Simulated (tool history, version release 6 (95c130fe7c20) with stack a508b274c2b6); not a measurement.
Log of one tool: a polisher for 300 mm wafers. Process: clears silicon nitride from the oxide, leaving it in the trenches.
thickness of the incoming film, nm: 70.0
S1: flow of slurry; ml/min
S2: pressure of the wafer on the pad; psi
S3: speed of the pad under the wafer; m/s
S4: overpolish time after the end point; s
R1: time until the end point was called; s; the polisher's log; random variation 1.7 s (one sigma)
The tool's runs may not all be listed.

run,day,S1,S2,S3,S4,R1
1,0,255,2,1.14,45,94.19
2,0.346,225,2,1.14,45,95.755
3,0.408,225,1.8,1.14,45,105.47
4,0.608,165,1.8,1.14,45,109.75
5,0.767,165,1.6,1.14,45,122.82
6,0.875,165,1.6,1.14,45,123.71

Run 7 comes next. What will it give?
7,1.025,165,1.5,1.14,45,?

Run 7 gave R1 132.61 s.
